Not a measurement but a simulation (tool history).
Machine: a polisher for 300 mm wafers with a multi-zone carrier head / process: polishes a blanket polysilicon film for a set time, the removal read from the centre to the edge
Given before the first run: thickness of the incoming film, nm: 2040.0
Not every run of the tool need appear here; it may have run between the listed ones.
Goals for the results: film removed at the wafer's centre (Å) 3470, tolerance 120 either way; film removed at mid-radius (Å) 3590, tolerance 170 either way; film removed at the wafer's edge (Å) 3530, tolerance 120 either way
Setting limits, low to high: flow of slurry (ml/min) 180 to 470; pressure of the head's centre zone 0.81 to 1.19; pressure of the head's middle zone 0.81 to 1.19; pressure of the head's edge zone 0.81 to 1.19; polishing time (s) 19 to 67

| run | hour | flow of slurry (ml/min) | pressure of the head's centre zone | pressure of the head's middle zone | pressure of the head's edge zone | polishing time (s) | film removed at the wafer's centre (Å) | film removed at mid-radius (Å) | film removed at the wafer's edge (Å) |
|---|---|---|---|---|---|---|---|---|---|
| 1 | 0 | 300 | 1 | 1 | 1 | 43 | 2375.8 | 2442.4 | 2401.7 |
| 2 | 3.9 | 300 | 0.97 | 1 | 1 | 43 | 2297.1 | 2386.2 | 2419.6 |
| 3 | 8.9 | 255 | 0.97 | 1 | 1 | 43 | 2267 | 2353.8 | 2346.1 |
| 4 | 17 | 200 | 0.97 | 1 | 1 | 43 | 2158.8 | 2274 | 2260.6 |
| 5 | 22.9 | 200 | 0.97 | 1 | 1 | 39 | 1931.1 | 2067 | 2119.2 |
| 6 | 24.6 | 245 | 0.97 | 1.02 | 1.05 | 44 | 2263.5 | 2423.7 | 2477.8 |
| 7 | 30.4 | 285 | 1.01 | 1.05 | 1.09 | 47 | 2537.2 | 2745.9 | 2711.6 |
| 8 | 32.9 | 310 | 1.03 | 1.05 | 1.11 | 49 | 2793 | 2882.5 | 2969.3 |
| 9 | 38.2 | 335 | 1.05 | 1.07 | 1.13 | 50 | 2904.3 | 2945.8 | 3003.6 |
| 10 | 42.3 | 340 | 1.06 | 1.09 | 1.14 | 52 | 3066.9 | 3178.9 | 3212.5 |
| 11 | 45.3 | 370 | 1.15 | 1.16 | 1.19 | 54 | 3526.5 | 3600.8 | 3307.5 |
| 12 | 48.1 | 370 | 1.13 | 1.15 | 1.19 | 55 | 3546.8 | 3536.8 | 3369.6 |

Which one of the following 5 next-run settings gets every result inside its allowed miss? There is exactly one.
| A | 50.9 | 385 | 1.05 | 1.19 | 1.13 | 62 | ? | ? | ? |
| B | 50.9 | 300 | 1.11 | 1.16 | 1.19 | 63 | ? | ? | ? |
| C | 50.9 | 295 | 1.1 | 1.14 | 1.19 | 58 | ? | ? | ? |
| D | 50.9 | 230 | 1.15 | 1.12 | 1.13 | 60 | ? | ? | ? |
| E | 50.9 | 410 | 1.19 | 1.14 | 1.14 | 53 | ? | ? | ? |

| move | film removed at the wafer's centre (Å) | film removed at mid-radius (Å) | film removed at the wafer's edge (Å) |
|---|---|---|---|
| A | 3665 | 4066.4 | 3764.2 |
| B | 3838.7 | 3947.7 | 3861.4 |
| C | 3494.5 | 3574.1 | 3551 |
| D | 3649.9 | 3527.6 | 3492.9 |
| E | 3571.5 | 3363.4 | 3246.7 |
A: takes the result that was furthest off past its target
B: takes the result that was furthest off past its target
C: all results land within tolerance of their targets
D: corrects the largest miss of the last run, while another result sits out of spec
E: the biggest miss grows against the last run
Move C is the one to make.
